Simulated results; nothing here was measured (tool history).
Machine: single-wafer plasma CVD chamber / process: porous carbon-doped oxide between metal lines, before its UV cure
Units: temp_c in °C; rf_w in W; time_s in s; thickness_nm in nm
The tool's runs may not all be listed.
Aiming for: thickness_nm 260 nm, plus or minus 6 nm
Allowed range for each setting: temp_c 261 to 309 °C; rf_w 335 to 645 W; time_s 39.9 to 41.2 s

run 1 day=0 | temp_c=285 rf_w=490 time_s=39.9 | thickness_nm=219.1
run 2 day=0.196 | temp_c=292 rf_w=490 time_s=39.9 | thickness_nm=210.78
run 3 day=0.317 | temp_c=287 rf_w=500 time_s=40 | thickness_nm=219.6
run 4 day=0.654 | temp_c=282 rf_w=500 time_s=40 | thickness_nm=226.15
run 5 day=0.688 | temp_c=279 rf_w=510 time_s=40 | thickness_nm=231.84
run 6 day=0.742 | temp_c=276 rf_w=520 time_s=40 | thickness_nm=238.11
run 7 day=1.021 | temp_c=274 rf_w=525 time_s=40 | thickness_nm=243.74
run 8 day=1.292 | temp_c=272 rf_w=530 time_s=40 | thickness_nm=247.84
run 9 day=1.375 | temp_c=271 rf_w=530 time_s=40 | thickness_nm=250.19

5 next moves are on the table. One of them brings every result within its allowed miss. Which?
run A day=1.458 | temp_c=274 rf_w=500 time_s=39.9 | thickness_nm=?
run B day=1.458 | temp_c=262 rf_w=505 time_s=41 | thickness_nm=?
run C day=1.458 | temp_c=274 rf_w=535 time_s=39.9 | thickness_nm=?
run D day=1.458 | temp_c=267 rf_w=505 time_s=39.9 | thickness_nm=?
run E day=1.458 | temp_c=261 rf_w=445 time_s=41.2 | thickness_nm=?

move=A thickness_nm=235.31
move=B thickness_nm=260.78
move=C thickness_nm=245.74
move=D thickness_nm=246.58
move=E thickness_nm=242.43
A: the biggest miss grows against the last run
B: hits every target within its allowed miss
C: the biggest miss grows against the last run
D: the biggest miss grows against the last run
E: the biggest miss grows against the last run
The move that meets every target is B.
